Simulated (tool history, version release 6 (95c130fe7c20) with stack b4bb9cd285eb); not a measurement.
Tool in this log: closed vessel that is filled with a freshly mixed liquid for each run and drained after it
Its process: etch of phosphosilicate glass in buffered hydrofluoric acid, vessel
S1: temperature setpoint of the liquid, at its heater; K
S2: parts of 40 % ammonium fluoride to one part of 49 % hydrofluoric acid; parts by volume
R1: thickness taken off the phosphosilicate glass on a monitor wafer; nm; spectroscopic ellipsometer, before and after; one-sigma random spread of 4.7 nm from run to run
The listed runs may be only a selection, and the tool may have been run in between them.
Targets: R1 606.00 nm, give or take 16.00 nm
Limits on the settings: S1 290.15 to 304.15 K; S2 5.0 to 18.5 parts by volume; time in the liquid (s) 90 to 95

{"run": 1, "hour": 0.0, "S1": 296.15, "S2": 11.5, "time in the liquid (s)": 90, "R1": 319.46}
{"run": 2, "hour": 7.4, "S1": 299.65, "S2": 11.5, "time in the liquid (s)": 90, "R1": 388.57}
{"run": 3, "hour": 16.1, "S1": 299.65, "S2": 14.0, "time in the liquid (s)": 90, "R1": 315.4}
{"run": 4, "hour": 19.0, "S1": 301.15, "S2": 14.0, "time in the liquid (s)": 90, "R1": 337.92}
{"run": 5, "hour": 24.8, "S1": 302.15, "S2": 12.5, "time in the liquid (s)": 90, "R1": 406.82}
{"run": 6, "hour": 26.3, "S1": 302.65, "S2": 11.5, "time in the liquid (s)": 90, "R1": 451.75}
{"hour": 35.1, "done": "hydrofluoric acid flow meter replaced"}
{"run": 7, "hour": 35.1, "S1": 304.15, "S2": 8.5, "time in the liquid (s)": 90, "R1": 686.25}
{"run": 8, "hour": 35.8, "S1": 304.15, "S2": 8.5, "time in the liquid (s)": 90, "R1": 687.08}
{"run": 9, "hour": 43.4, "S1": 303.65, "S2": 8.5, "time in the liquid (s)": 90, "R1": 670.49}
{"run": 10, "hour": 51.5, "S1": 303.15, "S2": 8.5, "time in the liquid (s)": 90, "R1": 662.22}
{"run": 11, "hour": 53.3, "S1": 302.65, "S2": 8.5, "time in the liquid (s)": 90, "R1": 637.38}

Which one of the following 4 next-run settings gets every result inside its allowed miss? There is exactly one.
{"run": "A", "hour": 55.1, "S1": 302.65, "S2": 8.5, "time in the liquid (s)": 95, "R1": "?"}
{"run": "B", "hour": 55.1, "S1": 303.15, "S2": 10.0, "time in the liquid (s)": 95, "R1": "?"}
{"run": "C", "hour": 55.1, "S1": 299.15, "S2": 6.5, "time in the liquid (s)": 90, "R1": "?"}
{"run": "D", "hour": 55.1, "S1": 301.65, "S2": 8.0, "time in the liquid (s)": 95, "R1": "?"}

move=A R1=666.57
move=B R1=602.01
move=C R1=689.61
move=D R1=675.22
A: lands further from the targets than the last run did
B: hits every target within its allowed miss
C: lands further from the targets than the last run did
D: lands further from the targets than the last run did
Correct choice: B, which meets every target

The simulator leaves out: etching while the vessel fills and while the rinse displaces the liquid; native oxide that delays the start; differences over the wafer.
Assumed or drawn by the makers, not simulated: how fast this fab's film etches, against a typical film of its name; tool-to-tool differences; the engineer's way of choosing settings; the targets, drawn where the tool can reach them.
